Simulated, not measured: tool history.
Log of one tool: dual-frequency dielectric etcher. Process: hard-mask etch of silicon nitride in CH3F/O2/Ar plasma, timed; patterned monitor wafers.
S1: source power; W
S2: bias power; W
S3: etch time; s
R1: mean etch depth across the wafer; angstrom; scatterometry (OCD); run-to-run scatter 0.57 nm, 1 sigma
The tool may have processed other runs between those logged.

run	hour	S1	S2	S3	R1
1	0	550	68	106.5	842.52
2	8.6	590	69	106.5	875.81
3	17.4	510	69	106.5	822.93
4	22.1	550	70	106.5	861.68
5	28.4	610	70	106.5	888.25
6	32.8	610	70	98	823.66
7	34.3	640	73	98.5	858.01
8	38.1	670	75	99	877.2

Predict the results of run 9:
9	43.1	690	77	99.5	?

R1: 908.15 angstrom
